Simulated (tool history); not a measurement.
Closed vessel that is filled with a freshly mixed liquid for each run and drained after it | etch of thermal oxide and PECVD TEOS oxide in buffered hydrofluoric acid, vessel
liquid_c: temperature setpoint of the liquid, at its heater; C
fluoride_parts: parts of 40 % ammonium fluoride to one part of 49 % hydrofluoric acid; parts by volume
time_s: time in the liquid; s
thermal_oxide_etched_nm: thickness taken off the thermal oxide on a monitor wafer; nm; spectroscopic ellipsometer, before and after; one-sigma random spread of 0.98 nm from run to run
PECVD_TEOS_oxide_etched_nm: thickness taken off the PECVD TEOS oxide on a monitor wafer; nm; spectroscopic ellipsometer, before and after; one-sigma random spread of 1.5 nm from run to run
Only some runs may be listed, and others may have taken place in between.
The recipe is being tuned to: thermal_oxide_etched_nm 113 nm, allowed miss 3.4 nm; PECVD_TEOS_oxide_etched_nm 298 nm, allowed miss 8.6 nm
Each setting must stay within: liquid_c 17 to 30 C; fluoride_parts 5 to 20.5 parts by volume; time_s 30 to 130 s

{"run": 1, "hour": 0.0, "liquid_c": 22, "fluoride_parts": 12.5, "time_s": 65, "thermal_oxide_etched_nm": 55.261, "PECVD_TEOS_oxide_etched_nm": 146.35}
{"run": 2, "hour": 5.3, "liquid_c": 22, "fluoride_parts": 14.5, "time_s": 65, "thermal_oxide_etched_nm": 47.396, "PECVD_TEOS_oxide_etched_nm": 127.19}
{"run": 3, "hour": 12.5, "liquid_c": 25, "fluoride_parts": 14.5, "time_s": 65, "thermal_oxide_etched_nm": 56.05, "PECVD_TEOS_oxide_etched_nm": 149.84}
{"run": 4, "hour": 15.8, "liquid_c": 28.5, "fluoride_parts": 14.5, "time_s": 65, "thermal_oxide_etched_nm": 68.256, "PECVD_TEOS_oxide_etched_nm": 182.33}
{"run": 5, "hour": 17.0, "liquid_c": 29, "fluoride_parts": 13.5, "time_s": 65, "thermal_oxide_etched_nm": 74.285, "PECVD_TEOS_oxide_etched_nm": 196.87}
{"run": 6, "hour": 23.0, "liquid_c": 30, "fluoride_parts": 13.5, "time_s": 65, "thermal_oxide_etched_nm": 77.402, "PECVD_TEOS_oxide_etched_nm": 208.7}
{"run": 7, "hour": 26.6, "liquid_c": 30, "fluoride_parts": 12.5, "time_s": 65, "thermal_oxide_etched_nm": 85.677, "PECVD_TEOS_oxide_etched_nm": 223.98}
{"run": 8, "hour": 30.6, "liquid_c": 30, "fluoride_parts": 12, "time_s": 65, "thermal_oxide_etched_nm": 88.416, "PECVD_TEOS_oxide_etched_nm": 236.3}

Below are 5 possible settings for the next run. Only one of them brings all results inside the allowed miss of their targets. Which is it?
{"run": "A", "hour": 34.6, "liquid_c": 29, "fluoride_parts": 8, "time_s": 65, "thermal_oxide_etched_nm": "?", "PECVD_TEOS_oxide_etched_nm": "?"}
{"run": "B", "hour": 34.6, "liquid_c": 30, "fluoride_parts": 5, "time_s": 40, "thermal_oxide_etched_nm": "?", "PECVD_TEOS_oxide_etched_nm": "?"}
{"run": "C", "hour": 34.6, "liquid_c": 30, "fluoride_parts": 6.5, "time_s": 50, "thermal_oxide_etched_nm": "?", "PECVD_TEOS_oxide_etched_nm": "?"}
{"run": "D", "hour": 34.6, "liquid_c": 30, "fluoride_parts": 14, "time_s": 95, "thermal_oxide_etched_nm": "?", "PECVD_TEOS_oxide_etched_nm": "?"}
{"run": "E", "hour": 34.6, "liquid_c": 26.5, "fluoride_parts": 6, "time_s": 55, "thermal_oxide_etched_nm": "?", "PECVD_TEOS_oxide_etched_nm": "?"}

move=A thermal_oxide_etched_nm=123.96 PECVD_TEOS_oxide_etched_nm=321.11
move=B thermal_oxide_etched_nm=123.75 PECVD_TEOS_oxide_etched_nm=320.58
move=C thermal_oxide_etched_nm=123.77 PECVD_TEOS_oxide_etched_nm=320.62
move=D thermal_oxide_etched_nm=113.32 PECVD_TEOS_oxide_etched_nm=293.54
move=E thermal_oxide_etched_nm=121.23 PECVD_TEOS_oxide_etched_nm=314.03
A: takes the biggest miss from the last run beyond its target
B: takes the biggest miss from the last run beyond its target
C: takes the biggest miss from the last run beyond its target
D: meets every target
E: takes the biggest miss from the last run beyond its target
So the answer is move D, the one that meets all the targets.
